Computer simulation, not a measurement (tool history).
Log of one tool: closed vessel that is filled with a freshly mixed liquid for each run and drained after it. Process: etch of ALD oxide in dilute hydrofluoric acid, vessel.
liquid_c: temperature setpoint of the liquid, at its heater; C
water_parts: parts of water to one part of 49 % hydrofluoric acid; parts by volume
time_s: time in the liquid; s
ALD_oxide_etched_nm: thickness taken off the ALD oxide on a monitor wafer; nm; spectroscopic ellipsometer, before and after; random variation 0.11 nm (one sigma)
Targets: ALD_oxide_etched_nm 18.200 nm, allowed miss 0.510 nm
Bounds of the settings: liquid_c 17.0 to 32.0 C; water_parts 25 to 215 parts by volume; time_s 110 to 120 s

run    day  liquid_c  water_parts  time_s  ALD_oxide_etched_nm
  1  0.000      24.0          120     110               28.023
  2  0.062      24.0          120     110               27.814
  3  0.262      23.0          125     110               25.888
  4  0.575      22.0          130     110               23.808
  5  0.858      20.0          130     110               21.919
  6  0.900      20.0          170     110               16.084
  7  1.262      20.5          170     110               16.306
  8  1.462      21.0          170     110               16.807
  9  1.621      21.5          170     110               17.176

5 next moves are on the table. One of them brings every result within its allowed miss. Which?
  A  1.779      21.5          175     110                    ?
  B  1.779      20.5          170     115                    ?
  C  1.779      21.0          180     110                    ?
  D  1.779      20.5          160     115                    ?
  E  1.779      20.0          165     110                    ?

move  ALD_oxide_etched_nm
   A               16.526
   B               17.186
   C               15.681
   D               18.440
   E               16.687
A: further off than the last run
B: as far off as the last run
C: further off than the last run
D: meets every target
E: further off than the last run
The right move is D.
